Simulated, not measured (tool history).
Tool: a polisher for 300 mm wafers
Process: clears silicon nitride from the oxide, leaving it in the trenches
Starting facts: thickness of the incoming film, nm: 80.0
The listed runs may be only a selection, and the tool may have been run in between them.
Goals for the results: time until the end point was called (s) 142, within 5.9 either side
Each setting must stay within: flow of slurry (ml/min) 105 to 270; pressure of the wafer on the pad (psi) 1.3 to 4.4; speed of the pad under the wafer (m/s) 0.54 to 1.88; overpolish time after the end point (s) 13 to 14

| run | hour | flow of slurry (ml/min) | pressure of the wafer on the pad (psi) | speed of the pad under the wafer (m/s) | overpolish time after the end point (s) | time until the end point was called (s) |
|---|---|---|---|---|---|---|
| 1 | 0 | 175 | 2.8 | 1.2 | 13 | 88.036 |
| 2 | 0.8 | 150 | 2.8 | 1.2 | 13 | 89.837 |
| 3 | 8.5 | 150 | 3.4 | 1.2 | 13 | 79.465 |
| 4 | 10.1 | 180 | 3.4 | 1.2 | 13 | 76.209 |
| 5 | 13.2 | 180 | 3.1 | 1.18 | 13 | 84.296 |
| 6 | 20.1 | 180 | 2.9 | 1.16 | 13 | 88.854 |
| 7 | 23.8 | 180 | 2.7 | 1.14 | 13 | 95.489 |
| 8 | 32 | 180 | 2.5 | 1.14 | 13 | 98.336 |
| 9 | 33.9 | 180 | 2.3 | 1.12 | 13 | 105.89 |
| 10 | 36.5 | 180 | 2.2 | 1.12 | 13 | 107.76 |
| 11 | 40.4 | 180 | 2.1 | 1.1 | 13 | 114.32 |
| 12 | 41.9 | 180 | 2 | 1.1 | 13 | 120.23 |
| 13 | 45.1 | 180 | 1.9 | 1.1 | 13 | 122.11 |
| 14 | 48.9 | 180 | 1.8 | 1.1 | 13 | 125.66 |

Which one of the following 5 next-run settings gets every result inside its allowed miss? There is exactly one.
| A | 52.7 | 195 | 2.2 | 1.08 | 13 | ? |
| B | 52.7 | 190 | 1.3 | 1.14 | 13 | ? |
| C | 52.7 | 190 | 1.7 | 1.2 | 13 | ? |
| D | 52.7 | 175 | 1.8 | 1.08 | 13 | ? |
| E | 52.7 | 185 | 1.9 | 1.18 | 13 | ? |

| move | time until the end point was called (s) |
|---|---|
| A | 111.86 |
| B | 140.63 |
| C | 117.12 |
| D | 127.04 |
| E | 112.41 |
A: the biggest miss grows against the last run
B: each result inside its tolerance
C: the biggest miss grows against the last run
D: an improvement on the last run, though not all results are within tolerance
E: the biggest miss grows against the last run
The right move is B.
